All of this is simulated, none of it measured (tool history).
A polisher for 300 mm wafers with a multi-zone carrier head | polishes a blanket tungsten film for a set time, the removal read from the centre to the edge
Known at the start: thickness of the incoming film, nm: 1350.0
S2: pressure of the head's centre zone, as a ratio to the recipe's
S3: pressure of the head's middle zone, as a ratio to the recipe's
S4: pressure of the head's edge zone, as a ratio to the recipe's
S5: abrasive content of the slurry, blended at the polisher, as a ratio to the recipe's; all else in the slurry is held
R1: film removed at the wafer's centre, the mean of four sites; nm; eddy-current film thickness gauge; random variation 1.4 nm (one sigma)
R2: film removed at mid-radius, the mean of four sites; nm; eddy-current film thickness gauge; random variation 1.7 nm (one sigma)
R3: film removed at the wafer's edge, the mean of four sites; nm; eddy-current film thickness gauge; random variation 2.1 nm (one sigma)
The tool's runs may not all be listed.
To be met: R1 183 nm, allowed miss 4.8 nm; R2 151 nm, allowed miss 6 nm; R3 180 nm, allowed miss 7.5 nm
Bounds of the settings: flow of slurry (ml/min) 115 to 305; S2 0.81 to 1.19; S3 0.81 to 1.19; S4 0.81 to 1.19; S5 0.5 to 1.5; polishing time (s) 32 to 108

run 1 day=0 | flow_of_slurry_(ml/min)=195 S2=1 S3=1 S4=1 S5=1 polishing_time_(s)=70 | R1=242.73 R2=243.79 R3=240.47
run 2 day=0.067 | flow_of_slurry_(ml/min)=190 S2=1 S3=0.96 S4=1 S5=0.9 polishing_time_(s)=68 | R1=231.08 R2=225.12 R3=226.71
run 3 day=0.188 | flow_of_slurry_(ml/min)=180 S2=1.01 S3=0.93 S4=1.02 S5=0.85 polishing_time_(s)=65 | R1=216.16 R2=203.12 R3=222.6
run 4 day=0.312 | flow_of_slurry_(ml/min)=180 S2=1.01 S3=0.97 S4=1.02 S5=0.85 polishing_time_(s)=65 | R1=217.22 R2=212.32 R3=216.56
run 5 day=0.617 | flow_of_slurry_(ml/min)=180 S2=1.01 S3=0.89 S4=1.02 S5=0.85 polishing_time_(s)=65 | R1=215.7 R2=195.78 R3=216.35
run 6 day=0.846 | flow_of_slurry_(ml/min)=175 S2=1.02 S3=0.87 S4=1.02 S5=0.8 polishing_time_(s)=64 | R1=210.92 R2=189 R3=208.7
run 7 day=1.054 | flow_of_slurry_(ml/min)=170 S2=1.03 S3=0.86 S4=1.03 S5=0.75 polishing_time_(s)=63 | R1=205.75 R2=179.97 R3=203.23
run 8 day=1.3 | flow_of_slurry_(ml/min)=165 S2=1.03 S3=0.85 S4=1.04 S5=0.7 polishing_time_(s)=62 | R1=199.06 R2=170.64 R3=198.57

4 next moves are on the table. One of them brings every result within its allowed miss. Which?
run A day=1.546 | flow_of_slurry_(ml/min)=155 S2=1.02 S3=1.04 S4=0.88 S5=0.65 polishing_time_(s)=58 | R1=? R2=? R3=?
run B day=1.546 | flow_of_slurry_(ml/min)=165 S2=1.03 S3=0.98 S4=0.85 S5=0.6 polishing_time_(s)=60 | R1=? R2=? R3=?
run C day=1.546 | flow_of_slurry_(ml/min)=255 S2=0.98 S3=1.01 S4=0.81 S5=0.95 polishing_time_(s)=54 | R1=? R2=? R3=?
run D day=1.546 | flow_of_slurry_(ml/min)=175 S2=1.06 S3=0.84 S4=1.05 S5=0.6 polishing_time_(s)=57 | R1=? R2=? R3=?

move=A R1=177.65 R2=177.71 R3=169.51
move=B R1=184.97 R2=174.02 R3=171.36
move=C R1=189.14 R2=190.37 R3=175.68
move=D R1=182.99 R2=147.01 R3=181.59
A: takes the result that was furthest off past its target
B: brings the result that was furthest off to its target, and leaves another outside
C: further off than the last run
D: meets every target
Answer: D
